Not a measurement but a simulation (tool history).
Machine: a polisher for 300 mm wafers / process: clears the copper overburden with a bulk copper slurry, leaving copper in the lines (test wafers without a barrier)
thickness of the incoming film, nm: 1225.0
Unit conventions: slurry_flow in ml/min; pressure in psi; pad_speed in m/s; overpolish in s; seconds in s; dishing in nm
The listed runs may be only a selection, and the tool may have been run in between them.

run 1 hour=0 | slurry_flow=225 pressure=3.1 pad_speed=1.1 slurry_solids=1 overpolish=15 | seconds=106.03 dishing=88.388
run 2 hour=6.5 | slurry_flow=225 pressure=3.1 pad_speed=0.82 slurry_solids=1 overpolish=15 | seconds=142.46 dishing=72.587
run 3 hour=13.5 | slurry_flow=225 pressure=3.1 pad_speed=1.04 slurry_solids=1 overpolish=15 | seconds=110.59 dishing=87.782
run 4 hour=18.2 | slurry_flow=225 pressure=2.7 pad_speed=1.04 slurry_solids=1 overpolish=15 | seconds=124.62 dishing=79.153
run 5 hour=25.6 | slurry_flow=225 pressure=2.1 pad_speed=1.04 slurry_solids=1 overpolish=15 | seconds=149.27 dishing=66.854
run 6 hour=33 | slurry_flow=225 pressure=2.1 pad_speed=1.04 slurry_solids=1 overpolish=12 | seconds=150.21 dishing=57.505
run 7 hour=35 | slurry_flow=225 pressure=2.4 pad_speed=1.04 slurry_solids=1 overpolish=13 | seconds=137.55 dishing=64.317
run 8 hour=42 | slurry_flow=225 pressure=2.7 pad_speed=1.04 slurry_solids=1 overpolish=14 | seconds=126.3 dishing=74.688
run 9 hour=48.3 | slurry_flow=225 pressure=3 pad_speed=1.04 slurry_solids=1 overpolish=14 | seconds=113.25 dishing=81.068
run 10 hour=49.4 | slurry_flow=225 pressure=3.2 pad_speed=1.04 slurry_solids=1 overpolish=15 | seconds=109.18 dishing=89.757

Estimate the outcome of run 11 from the log above:
run 11 hour=52.9 | slurry_flow=225 pressure=3.4 pad_speed=1.04 slurry_solids=1 overpolish=15 | seconds=? dishing=?

Run 11 produced seconds 105.62 s, dishing 89.565 nm.
